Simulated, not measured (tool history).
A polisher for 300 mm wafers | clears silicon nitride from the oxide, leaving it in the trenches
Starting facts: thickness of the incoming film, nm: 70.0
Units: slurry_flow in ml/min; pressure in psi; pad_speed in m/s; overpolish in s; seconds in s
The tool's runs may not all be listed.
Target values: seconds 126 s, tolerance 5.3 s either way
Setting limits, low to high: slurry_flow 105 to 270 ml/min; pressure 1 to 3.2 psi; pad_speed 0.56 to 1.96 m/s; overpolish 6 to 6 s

{"run": 1, "hour": 0.0, "slurry_flow": 175, "pressure": 2.1, "pad_speed": 1.26, "overpolish": 6, "seconds": 81.464}
{"run": 2, "hour": 2.0, "slurry_flow": 175, "pressure": 2.1, "pad_speed": 1.26, "overpolish": 6, "seconds": 79.83}
{"run": 3, "hour": 6.0, "slurry_flow": 175, "pressure": 2.1, "pad_speed": 1.26, "overpolish": 6, "seconds": 81.242}
{"run": 4, "hour": 7.9, "slurry_flow": 175, "pressure": 2.1, "pad_speed": 1.42, "overpolish": 6, "seconds": 71.345}
{"run": 5, "hour": 9.3, "slurry_flow": 175, "pressure": 1.9, "pad_speed": 1.42, "overpolish": 6, "seconds": 78.619}
{"run": 6, "hour": 10.8, "slurry_flow": 175, "pressure": 1.9, "pad_speed": 1.18, "overpolish": 6, "seconds": 96.516}
{"run": 7, "hour": 13.3, "slurry_flow": 175, "pressure": 1.8, "pad_speed": 1.18, "overpolish": 6, "seconds": 100.7}
{"run": 8, "hour": 16.7, "slurry_flow": 175, "pressure": 1.7, "pad_speed": 1.18, "overpolish": 6, "seconds": 107.46}
{"run": 9, "hour": 22.4, "slurry_flow": 175, "pressure": 1.5, "pad_speed": 1.18, "overpolish": 6, "seconds": 120.01}

Exactly one of the 4 candidate moves below puts every result within its allowed miss. Which one?
{"run": "A", "hour": 28.1, "slurry_flow": 175, "pressure": 1.4, "pad_speed": 1.22, "overpolish": 6, "seconds": "?"}
{"run": "B", "hour": 28.1, "slurry_flow": 195, "pressure": 1.8, "pad_speed": 1.04, "overpolish": 6, "seconds": "?"}
{"run": "C", "hour": 28.1, "slurry_flow": 165, "pressure": 1.5, "pad_speed": 1.26, "overpolish": 6, "seconds": "?"}
{"run": "D", "hour": 28.1, "slurry_flow": 175, "pressure": 1.8, "pad_speed": 1.08, "overpolish": 6, "seconds": "?"}

move=A seconds=121.93
move=B seconds=109.91
move=C seconds=111.74
move=D seconds=107.76
A: all results land within tolerance of their targets
B: its largest miss is bigger than the last run's
C: its largest miss is bigger than the last run's
D: its largest miss is bigger than the last run's
Answer: A
